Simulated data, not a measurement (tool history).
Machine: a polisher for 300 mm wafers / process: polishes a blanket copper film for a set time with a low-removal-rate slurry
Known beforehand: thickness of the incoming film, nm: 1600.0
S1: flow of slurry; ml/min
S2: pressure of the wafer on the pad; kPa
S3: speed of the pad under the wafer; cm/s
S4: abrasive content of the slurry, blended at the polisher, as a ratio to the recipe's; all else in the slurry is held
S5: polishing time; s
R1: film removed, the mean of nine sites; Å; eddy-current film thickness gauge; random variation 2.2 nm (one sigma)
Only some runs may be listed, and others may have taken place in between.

Run 1, day 0.000: S1 135 ml/min, S2 22.8 kPa, S3 112 cm/s, S4 1.0, S5 42 s. Result: R1 1419.3 Å.
Run 2, day 0.050: S1 135 ml/min, S2 22.8 kPa, S3 112 cm/s, S4 1.2, S5 42 s. Result: R1 1473.2 Å.
Run 3, day 0.112: S1 135 ml/min, S2 24.8 kPa, S3 112 cm/s, S4 1.2, S5 42 s. Result: R1 1590.7 Å.
Run 4, day 0.279: S1 135 ml/min, S2 24.8 kPa, S3 122 cm/s, S4 1.2, S5 42 s. Result: R1 1733.6 Å.
Run 5, day 0.496: S1 135 ml/min, S2 25.5 kPa, S3 122 cm/s, S4 1.2, S5 42 s. Result: R1 1721.2 Å.
Run 6, day 0.758: S1 155 ml/min, S2 25.5 kPa, S3 122 cm/s, S4 1.2, S5 42 s. Result: R1 1833.4 Å.
Run 7, day 0.858: S1 190 ml/min, S2 26.9 kPa, S3 122 cm/s, S4 1.2, S5 42 s. Result: R1 1952.9 Å.

For run 8, what comes out?
Run 8, day 1.042: S1 190 ml/min, S2 27.6 kPa, S3 122 cm/s, S4 1.2, S5 42 s. Result: R1 ?.

{"run 8": {"R1": 1958.7}}
